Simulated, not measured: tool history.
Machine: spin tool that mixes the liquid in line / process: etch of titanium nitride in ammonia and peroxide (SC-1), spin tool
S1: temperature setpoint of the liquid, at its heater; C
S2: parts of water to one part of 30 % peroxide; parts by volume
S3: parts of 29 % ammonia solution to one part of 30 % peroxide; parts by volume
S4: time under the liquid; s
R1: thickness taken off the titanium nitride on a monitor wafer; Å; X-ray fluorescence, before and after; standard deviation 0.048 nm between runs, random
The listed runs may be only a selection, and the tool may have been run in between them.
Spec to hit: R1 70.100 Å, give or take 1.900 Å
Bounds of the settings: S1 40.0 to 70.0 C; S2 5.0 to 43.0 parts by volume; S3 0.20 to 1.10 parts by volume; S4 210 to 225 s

Run 1, hour 0.0: S1 56.0 C, S2 24.0 parts by volume, S3 0.60 parts by volume, S4 210 s. Result: R1 186.100 Å.
Run 2, hour 4.3: S1 52.0 C, S2 24.0 parts by volume, S3 0.60 parts by volume, S4 210 s. Result: R1 141.450 Å.
Run 3, hour 8.9: S1 52.0 C, S2 24.0 parts by volume, S3 0.45 parts by volume, S4 210 s. Result: R1 134.440 Å.
Run 4, hour 14.9: S1 52.0 C, S2 21.0 parts by volume, S3 0.45 parts by volume, S4 210 s. Result: R1 144.150 Å.
Run 5, hour 18.4: S1 49.0 C, S2 21.0 parts by volume, S3 0.45 parts by volume, S4 210 s. Result: R1 117.870 Å.
Run 6, hour 19.4: S1 49.0 C, S2 21.0 parts by volume, S3 0.45 parts by volume, S4 210 s. Result: R1 117.790 Å.
Run 7, hour 27.4: S1 49.0 C, S2 21.0 parts by volume, S3 0.45 parts by volume, S4 210 s. Result: R1 118.130 Å.
Run 8, hour 29.5: S1 49.0 C, S2 21.0 parts by volume, S3 0.45 parts by volume, S4 210 s. Result: R1 118.020 Å.
Run 9, hour 32.4: S1 47.0 C, S2 21.0 parts by volume, S3 0.45 parts by volume, S4 210 s. Result: R1 101.490 Å.
Run 10, hour 40.4: S1 45.5 C, S2 21.0 parts by volume, S3 0.45 parts by volume, S4 210 s. Result: R1 91.724 Å.
Run 11, hour 45.7: S1 44.5 C, S2 21.0 parts by volume, S3 0.45 parts by volume, S4 210 s. Result: R1 85.041 Å.
Run 12, hour 47.4: S1 44.0 C, S2 21.0 parts by volume, S3 0.45 parts by volume, S4 210 s. Result: R1 82.575 Å.
Run 13, hour 48.2: S1 44.0 C, S2 21.0 parts by volume, S3 0.45 parts by volume, S4 210 s. Result: R1 82.612 Å.
Run 14, hour 54.6: S1 43.5 C, S2 21.0 parts by volume, S3 0.45 parts by volume, S4 210 s. Result: R1 79.685 Å.
Run 15, hour 60.8: S1 43.0 C, S2 21.0 parts by volume, S3 0.45 parts by volume, S4 210 s. Result: R1 75.748 Å.

Exercise: of the 4 proposed moves below, exactly one satisfies all targets within the stated allowed misses. Which move is it?
Run A, hour 67.0: S1 42.5 C, S2 24.5 parts by volume, S3 0.35 parts by volume, S4 210 s. Result: R1 ?.
Run B, hour 67.0: S1 41.0 C, S2 22.0 parts by volume, S3 0.50 parts by volume, S4 210 s. Result: R1 ?.
Run C, hour 67.0: S1 44.0 C, S2 22.0 parts by volume, S3 0.40 parts by volume, S4 215 s. Result: R1 ?.
Run D, hour 67.0: S1 43.5 C, S2 24.0 parts by volume, S3 0.30 parts by volume, S4 215 s. Result: R1 ?.

move      R1
   A  64.721
   B  65.927
   C  80.567
   D  69.999
A: the result that was furthest off in the last run now lies on the other side of its target
B: the result that was furthest off in the last run now lies on the other side of its target
C: lands further from the targets than the last run did
D: all results in spec
So the answer is move D, the one that meets all the targets.
